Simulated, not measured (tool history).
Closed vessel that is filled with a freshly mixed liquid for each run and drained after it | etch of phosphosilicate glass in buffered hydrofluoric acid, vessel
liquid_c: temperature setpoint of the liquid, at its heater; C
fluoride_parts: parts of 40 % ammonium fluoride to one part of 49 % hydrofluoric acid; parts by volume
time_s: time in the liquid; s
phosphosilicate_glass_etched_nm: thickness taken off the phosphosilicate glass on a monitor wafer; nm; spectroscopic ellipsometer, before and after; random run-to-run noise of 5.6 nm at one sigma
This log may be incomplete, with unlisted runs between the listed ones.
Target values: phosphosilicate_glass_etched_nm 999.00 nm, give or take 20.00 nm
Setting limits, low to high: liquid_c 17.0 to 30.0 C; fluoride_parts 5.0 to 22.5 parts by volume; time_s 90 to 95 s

run	hour	liquid_c	fluoride_parts	time_s	phosphosilicate_glass_etched_nm
1	0.0	22.0	13.5	90	496.17
2	6.9	24.0	12.5	90	595.86
3	8.7	25.5	12.0	90	680.87
4	10.9	25.5	12.0	90	678.44
5	19.2	25.5	14.0	90	580.58
6	25.5	26.5	13.0	90	663.09
7	33.7	27.5	12.5	90	730.20
8	40.2	28.0	12.0	90	771.55
9	45.9	28.5	11.5	90	832.58
10	47.9	29.0	11.0	90	889.55
11	53.4	29.5	10.5	90	955.51

Below are 5 possible settings for the next run. Only one of them brings all results inside the allowed miss of their targets. Which is it?
A	58.9	28.0	9.5	95	?
B	58.9	30.0	11.5	95	?
C	58.9	25.0	8.0	90	?
D	58.9	29.5	11.0	90	?
E	58.9	26.5	10.0	95	?

move	phosphosilicate_glass_etched_nm
A	1006.10
B	945.03
C	953.94
D	910.66
E	899.24
A: every result lands within tolerance
B: moves away from the targets compared with the last run
C: no better and no worse than the last run
D: moves away from the targets compared with the last run
E: moves away from the targets compared with the last run
Go with A: it meets all targets.
